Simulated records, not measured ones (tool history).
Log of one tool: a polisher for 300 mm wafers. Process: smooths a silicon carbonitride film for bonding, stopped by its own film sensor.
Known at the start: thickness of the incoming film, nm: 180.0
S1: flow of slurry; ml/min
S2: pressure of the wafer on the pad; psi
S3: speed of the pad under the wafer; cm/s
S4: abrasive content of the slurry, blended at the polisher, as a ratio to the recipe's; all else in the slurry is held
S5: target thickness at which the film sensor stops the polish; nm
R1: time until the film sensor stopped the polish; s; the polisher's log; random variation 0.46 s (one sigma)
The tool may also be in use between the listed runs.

Run 1, hour 0.0: S1 285 ml/min, S2 2.7 psi, S3 70 cm/s, S4 1.0, S5 166 nm. Result: R1 59.062 s.
Run 2, hour 1.6: S1 285 ml/min, S2 2.7 psi, S3 62 cm/s, S4 1.0, S5 166 nm. Result: R1 63.993 s.
Run 3, hour 10.3: S1 285 ml/min, S2 2.9 psi, S3 62 cm/s, S4 1.0, S5 166 nm. Result: R1 61.021 s.
Run 4, hour 12.8: S1 285 ml/min, S2 3.1 psi, S3 62 cm/s, S4 1.0, S5 166 nm. Result: R1 57.660 s.
Run 5, hour 18.2: S1 285 ml/min, S2 3.3 psi, S3 62 cm/s, S4 1.0, S5 166 nm. Result: R1 56.297 s.
Run 6, hour 24.5: S1 285 ml/min, S2 3.5 psi, S3 62 cm/s, S4 1.0, S5 166 nm. Result: R1 52.497 s.

Run 7 comes next. What will it give?
Run 7, hour 32.4: S1 285 ml/min, S2 3.6 psi, S3 62 cm/s, S4 1.0, S5 166 nm. Result: R1 ?.

{"run 7": {"R1": 52.095}}

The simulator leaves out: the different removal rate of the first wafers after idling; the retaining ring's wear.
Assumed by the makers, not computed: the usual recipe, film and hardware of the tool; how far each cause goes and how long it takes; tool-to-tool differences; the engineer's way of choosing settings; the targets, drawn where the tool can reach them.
